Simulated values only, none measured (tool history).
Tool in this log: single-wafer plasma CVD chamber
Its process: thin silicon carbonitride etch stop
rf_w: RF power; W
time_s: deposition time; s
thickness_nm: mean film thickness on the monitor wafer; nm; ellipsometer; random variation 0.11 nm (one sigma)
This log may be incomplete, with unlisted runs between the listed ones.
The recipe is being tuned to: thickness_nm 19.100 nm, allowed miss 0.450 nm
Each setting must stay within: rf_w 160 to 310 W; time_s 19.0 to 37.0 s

run	hour	rf_w	time_s	thickness_nm
1	0.0	235	28.0	16.095
2	1.9	235	30.8	17.695
3	10.7	240	30.9	17.724
4	17.4	245	31.1	18.099
5	19.4	245	34.7	20.107
6	23.4	230	34.7	19.741
7	28.4	230	34.6	19.733
8	36.5	230	34.5	19.663
9	40.7	230	34.4	19.643
10	43.4	230	34.3	19.541
11	43.9	230	34.3	19.380

Which of these 4 next moves meets every target?
A	44.4	250	32.7	?
B	44.4	210	36.3	?
C	44.4	215	32.5	?
D	44.4	240	34.7	?

move	thickness_nm
A	18.949
B	20.155
C	18.148
D	19.905
A: meets every target
B: misses by more than the last run did
C: carries the result that was furthest off beyond its target, to the other side
D: misses by more than the last run did
Answer: A
